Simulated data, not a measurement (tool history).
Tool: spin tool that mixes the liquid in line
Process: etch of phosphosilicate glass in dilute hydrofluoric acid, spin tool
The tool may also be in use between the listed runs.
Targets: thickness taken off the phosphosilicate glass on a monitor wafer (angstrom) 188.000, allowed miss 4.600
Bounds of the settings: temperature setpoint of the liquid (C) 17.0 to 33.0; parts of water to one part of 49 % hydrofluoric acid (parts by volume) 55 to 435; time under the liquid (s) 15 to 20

run,day,temperature setpoint of the liquid (C),parts of water to one part of 49 % hydrofluoric acid (parts by volume),time under the liquid (s),thickness taken off the phosphosilicate glass on a monitor wafer (angstrom)
1,0.000,25.0,245,20,84.245
2,0.212,25.0,245,15,64.126
3,0.458,27.5,195,15,91.857
4,0.683,24.0,195,15,81.717
5,0.833,24.0,155,15,107.380
6,1.158,24.0,155,15,106.940
7,1.296,26.5,130,15,143.410
8,1.638,28.5,130,15,155.190
9,1.846,30.0,130,15,162.900
10,2.004,31.0,130,15,168.650
11,2.175,31.5,130,15,173.170

4 next moves are on the table. One of them brings every result within its allowed miss. Which?
A,2.346,30.0,120,15,?
B,2.346,29.5,120,15,?
C,2.346,32.5,160,20,?
D,2.346,30.0,155,20,?

move,thickness taken off the phosphosilicate glass on a monitor wafer (angstrom)
A,181.780
B,178.450
C,188.210
D,179.080
A: nearer than the last run, and not there yet
B: nearer than the last run, and not there yet
C: meets every target
D: nearer than the last run, and not there yet
Move C is the one to make.
